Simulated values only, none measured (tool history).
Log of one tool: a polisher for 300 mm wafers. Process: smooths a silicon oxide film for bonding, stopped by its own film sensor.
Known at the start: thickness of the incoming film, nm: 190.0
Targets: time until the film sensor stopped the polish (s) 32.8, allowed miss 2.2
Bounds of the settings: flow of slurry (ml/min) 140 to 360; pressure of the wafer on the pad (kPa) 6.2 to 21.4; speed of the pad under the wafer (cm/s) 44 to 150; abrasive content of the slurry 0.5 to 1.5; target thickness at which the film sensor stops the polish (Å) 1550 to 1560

run,hour,flow of slurry (ml/min),pressure of the wafer on the pad (kPa),speed of the pad under the wafer (cm/s),abrasive content of the slurry,target thickness at which the film sensor stops the polish (Å),time until the film sensor stopped the polish (s)
1,0,230,13.8,96,1,1560,48.059
2,3.9,230,13.8,96,1,1560,47.738
3,9.9,230,13.8,96,1,1560,47.342
4,16.7,230,15.2,98,1,1560,42.149
5,19,230,15.2,84,1,1560,49.088
# hour 21.4: slurry blender recalibrated
6,21.4,230,16.5,86,1,1560,38.776
7,25.1,230,17.2,86,1,1560,37.754
8,32.8,230,17.2,86,1,1560,38.459

Which of these 4 next moves meets every target?
A,40.5,200,20.7,108,0.8,1560,?
B,40.5,220,17.2,84,1.05,1550,?
C,40.5,200,19.3,90,1.3,1550,?
D,40.5,210,20.7,104,1.05,1560,?

move,time until the film sensor stopped the polish (s)
A,28.634
B,39.454
C,31.933
D,27.205
A: takes the result that was furthest off past its target
B: further off than the last run
C: meets every target
D: takes the result that was furthest off past its target
The right move is C.
